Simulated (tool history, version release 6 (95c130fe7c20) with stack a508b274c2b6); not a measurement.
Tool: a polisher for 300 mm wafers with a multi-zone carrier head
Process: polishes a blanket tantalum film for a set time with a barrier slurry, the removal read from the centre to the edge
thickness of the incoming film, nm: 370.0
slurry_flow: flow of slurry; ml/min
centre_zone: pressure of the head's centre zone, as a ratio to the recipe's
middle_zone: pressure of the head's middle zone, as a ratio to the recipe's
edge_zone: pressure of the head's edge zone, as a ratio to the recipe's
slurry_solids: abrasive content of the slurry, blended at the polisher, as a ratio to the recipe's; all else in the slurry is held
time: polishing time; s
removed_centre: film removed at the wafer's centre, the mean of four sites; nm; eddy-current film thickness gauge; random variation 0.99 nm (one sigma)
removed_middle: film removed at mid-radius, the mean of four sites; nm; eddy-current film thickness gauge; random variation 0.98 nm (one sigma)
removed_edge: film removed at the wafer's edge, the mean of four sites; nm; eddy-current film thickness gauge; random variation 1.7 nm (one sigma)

run  hour  slurry_flow  centre_zone  middle_zone  edge_zone  slurry_solids  time  removed_centre  removed_middle  removed_edge
  1   0.0          195         1.00         1.00       1.00           1.00    57          122.62          125.27        126.99
  2   8.0          195         0.93         1.00       1.00           1.00    57          114.57          126.28        123.62
  3  11.9          210         0.96         1.02       1.01           1.00    57          121.19          129.30        125.98
  4  13.9          210         0.96         1.02       1.01           1.00    66          138.28          148.02        144.33
     18.9  -- slurry nozzle cleaned
  5  18.9          210         0.96         1.02       1.01           1.15    66          150.45          162.57        161.90
  6  23.8          210         0.96         1.02       1.01           1.05    66          149.52          157.73        154.09
  7  29.9          210         0.97         1.01       0.99           1.05    66          150.44          154.61        154.27

Run 8 comes next. What will it give?
  8  36.9          210         0.97         1.01       0.99           1.00    66               ?               ?             ?

{"run 8": {"removed_centre": 146.51, "removed_middle": 154.74, "removed_edge": 153.28}}
